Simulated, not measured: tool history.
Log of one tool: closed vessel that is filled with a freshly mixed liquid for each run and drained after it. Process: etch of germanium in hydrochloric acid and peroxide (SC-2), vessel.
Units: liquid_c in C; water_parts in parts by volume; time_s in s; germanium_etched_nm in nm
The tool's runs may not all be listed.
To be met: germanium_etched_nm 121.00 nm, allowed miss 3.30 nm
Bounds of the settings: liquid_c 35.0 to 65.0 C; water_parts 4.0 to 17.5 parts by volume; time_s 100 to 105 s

run,day,liquid_c,water_parts,time_s,germanium_etched_nm
1,0.000,49.0,9.5,100,177.76
2,0.271,49.0,12.0,100,174.99
3,0.371,46.0,12.0,100,159.17
4,0.692,44.0,12.0,100,148.27
5,0.908,42.5,12.0,100,142.37
6,1.208,45.5,12.0,100,156.70
7,1.275,43.5,12.0,100,145.29
8,1.362,42.0,12.0,100,139.73
9,1.554,36.5,12.5,100,115.47
10,1.596,37.0,12.5,100,116.98

4 next moves are on the table. One of them brings every result within its allowed miss. Which?
A,1.638,37.5,15.5,105,?
B,1.638,35.0,14.5,105,?
C,1.638,35.0,10.5,100,?
D,1.638,36.0,12.0,100,?

move,germanium_etched_nm
A,120.24
B,111.47
C,109.86
D,112.29
A: meets every target
B: further off than the last run
C: further off than the last run
D: further off than the last run
Answer: A

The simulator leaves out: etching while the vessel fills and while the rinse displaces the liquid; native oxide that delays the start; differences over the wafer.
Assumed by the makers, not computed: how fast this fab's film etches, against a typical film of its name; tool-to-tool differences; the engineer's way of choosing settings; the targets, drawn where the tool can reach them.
